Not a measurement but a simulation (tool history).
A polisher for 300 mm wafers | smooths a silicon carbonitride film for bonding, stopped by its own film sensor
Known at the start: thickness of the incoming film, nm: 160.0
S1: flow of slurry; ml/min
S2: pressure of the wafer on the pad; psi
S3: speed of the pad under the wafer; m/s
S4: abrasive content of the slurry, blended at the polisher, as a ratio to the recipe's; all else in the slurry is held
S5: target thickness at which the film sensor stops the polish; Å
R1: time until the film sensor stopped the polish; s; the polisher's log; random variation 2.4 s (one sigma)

run 1 day=0 | S1=265 S2=2 S3=1.02 S4=1 S5=1260 | R1=110.68
run 2 day=0.112 | S1=265 S2=2 S3=1.02 S4=1.1 S5=1260 | R1=105.53
run 3 day=0.475 | S1=265 S2=1.5 S3=1.02 S4=1.1 S5=1260 | R1=138.19
run 4 day=0.525 | S1=265 S2=1.8 S3=1.02 S4=1.1 S5=1260 | R1=116.14
run 5 day=0.558 | S1=265 S2=1.6 S3=0.96 S4=1.1 S5=1260 | R1=135.9
run 6 day=0.717 | S1=265 S2=2 S3=0.96 S4=1.1 S5=1260 | R1=113.41
run 7 day=1.062 | S1=265 S2=1.8 S3=0.92 S4=1.1 S5=1260 | R1=126.5
run 8 day=1.375 | S1=265 S2=1.6 S3=0.86 S4=1.1 S5=1260 | R1=148.73

Run 9 comes next. What will it give?
run 9 day=1.421 | S1=265 S2=1.5 S3=0.82 S4=1.1 S5=1260 | R1=?

{"run 9": {"R1": 163.39}}
